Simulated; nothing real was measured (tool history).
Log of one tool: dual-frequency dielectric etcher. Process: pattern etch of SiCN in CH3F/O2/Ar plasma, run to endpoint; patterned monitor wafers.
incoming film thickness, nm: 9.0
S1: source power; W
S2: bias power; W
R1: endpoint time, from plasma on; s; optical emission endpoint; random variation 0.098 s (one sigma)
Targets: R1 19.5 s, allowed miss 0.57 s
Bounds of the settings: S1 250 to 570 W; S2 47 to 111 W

Run 1, hour 0: S1 410 W, S2 79 W. Result: R1 23.114 s.
Run 2, hour 7.1: S1 410 W, S2 66 W. Result: R1 25.211 s.
Run 3, hour 15.9: S1 470 W, S2 66 W. Result: R1 24.25 s.
Run 4, hour 18.4: S1 430 W, S2 66 W. Result: R1 24.784 s.
Run 5, hour 19.9: S1 460 W, S2 74 W. Result: R1 23.15 s.
Run 6, hour 28: S1 430 W, S2 74 W. Result: R1 23.745 s.
Run 7, hour 29.4: S1 460 W, S2 80 W. Result: R1 22.391 s.
Run 8, hour 38.2: S1 480 W, S2 85 W. Result: R1 21.611 s.
Run 9, hour 43.9: S1 490 W, S2 89 W. Result: R1 21.225 s.

Which of these 5 next moves meets every target?
Run A, hour 49.6: S1 480 W, S2 92 W. Result: R1 ?.
Run B, hour 49.6: S1 430 W, S2 94 W. Result: R1 ?.
Run C, hour 49.6: S1 530 W, S2 99 W. Result: R1 ?.
Run D, hour 49.6: S1 570 W, S2 111 W. Result: R1 ?.
Run E, hour 49.6: S1 570 W, S2 79 W. Result: R1 ?.

move      R1
   A  20.895
   B  21.476
   C  19.629
   D  18.291
   E  20.948
A: nearer than the last run, and not there yet
B: further off than the last run
C: meets every target
D: takes the result that was furthest off past its target
E: nearer than the last run, and not there yet
Answer: C

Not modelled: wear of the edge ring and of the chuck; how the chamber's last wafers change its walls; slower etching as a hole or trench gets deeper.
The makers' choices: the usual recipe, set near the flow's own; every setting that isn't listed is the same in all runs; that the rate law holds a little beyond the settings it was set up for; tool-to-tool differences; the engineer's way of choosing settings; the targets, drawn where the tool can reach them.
